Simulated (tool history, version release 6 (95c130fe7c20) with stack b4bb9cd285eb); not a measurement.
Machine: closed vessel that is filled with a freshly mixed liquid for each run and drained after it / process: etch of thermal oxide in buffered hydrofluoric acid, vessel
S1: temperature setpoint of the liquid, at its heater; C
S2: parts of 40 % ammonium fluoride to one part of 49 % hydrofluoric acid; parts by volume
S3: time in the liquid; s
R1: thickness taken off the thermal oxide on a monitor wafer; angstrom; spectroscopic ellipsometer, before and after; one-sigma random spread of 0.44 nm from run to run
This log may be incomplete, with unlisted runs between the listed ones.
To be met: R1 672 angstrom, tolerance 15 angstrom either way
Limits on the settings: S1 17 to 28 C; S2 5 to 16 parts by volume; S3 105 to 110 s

| run | hour | S1 | S2 | S3 | R1 |
|---|---|---|---|---|---|
| 1 | 0 | 20 | 9.5 | 105 | 944.07 |
| 2 | 6.9 | 19.5 | 9.5 | 105 | 923.12 |
| 3 | 12.8 | 19 | 9.5 | 105 | 902.3 |
| 4 | 18.8 | 20 | 9.5 | 105 | 951.02 |
| 5 | 22.1 | 20 | 9.5 | 105 | 950 |
| 6 | 27.1 | 19.5 | 9.5 | 105 | 907.01 |
| 7 | 33.6 | 19 | 9.5 | 105 | 892.01 |
| 8 | 39.6 | 18 | 10.5 | 105 | 784.28 |
| 9 | 47.6 | 17 | 12 | 105 | 648.39 |

Pick the move, out of 4, that brings all results within their allowed miss; only one does.
| A | 55.6 | 18.5 | 14 | 110 | ? |
| B | 55.6 | 19 | 13 | 105 | ? |
| C | 55.6 | 18.5 | 13.5 | 105 | ? |
| D | 55.6 | 17 | 12.5 | 105 | ? |

| move | R1 |
|---|---|
| A | 634.66 |
| B | 670.19 |
| C | 627.84 |
| D | 621.69 |
A: moves away from the targets compared with the last run
B: meets every target
C: moves away from the targets compared with the last run
D: moves away from the targets compared with the last run
B is the move that brings every result within its allowed miss.
